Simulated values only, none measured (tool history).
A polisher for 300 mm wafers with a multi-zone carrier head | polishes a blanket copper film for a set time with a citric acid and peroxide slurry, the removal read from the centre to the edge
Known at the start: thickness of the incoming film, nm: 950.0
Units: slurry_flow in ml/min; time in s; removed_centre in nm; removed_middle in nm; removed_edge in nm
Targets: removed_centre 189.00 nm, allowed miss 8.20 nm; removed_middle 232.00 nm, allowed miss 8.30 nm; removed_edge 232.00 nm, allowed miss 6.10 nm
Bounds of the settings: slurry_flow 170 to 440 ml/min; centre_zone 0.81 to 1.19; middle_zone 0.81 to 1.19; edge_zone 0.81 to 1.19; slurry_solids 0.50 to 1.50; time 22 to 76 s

run    day  slurry_flow  centre_zone  middle_zone  edge_zone  slurry_solids  time  removed_centre  removed_middle  removed_edge
  1  0.000          280         1.00         1.00       1.00           1.00    49          167.99          174.20        168.76
  2  0.362          280         1.00         1.00       1.00           1.00    44          149.07          158.82        152.34
  3  0.625          285         0.97         1.02       1.05           1.15    47          158.17          171.67        171.01
  4  0.933          290         0.95         1.06       1.08           1.25    50          166.77          193.34        186.73
  5  1.183          290         0.95         1.06       1.13           1.25    50          164.86          194.51        191.18
  6  1.296          295         0.94         1.07       1.15           1.30    52          175.43          206.26        202.13
  7  1.421          300         0.85         1.06       1.19           1.50    57          180.37          226.09        233.35
  8  1.525          305         0.86         1.06       1.18           1.50    57          180.76          230.67        231.84

5 next moves are on the table. One of them brings every result within its allowed miss. Which?
  A  1.629          290         0.82         1.05       1.19           1.40    57               ?               ?             ?
  B  1.629          385         0.82         1.17       1.19           1.50    56               ?               ?             ?
  C  1.629          305         0.81         1.07       1.16           1.50    58               ?               ?             ?
  D  1.629          315         0.82         1.04       1.19           1.50    56               ?               ?             ?
  E  1.629          250         0.91         1.07       1.18           1.50    58               ?               ?             ?

move  removed_centre  removed_middle  removed_edge
   A          168.06          222.01        227.22
   B          171.84          248.26        229.91
   C          171.96          233.60        231.81
   D          168.61          220.78        227.42
   E          189.16          228.83        230.35
A: further off than the last run
B: further off than the last run
C: further off than the last run
D: further off than the last run
E: meets every target
Move E is the one to make.
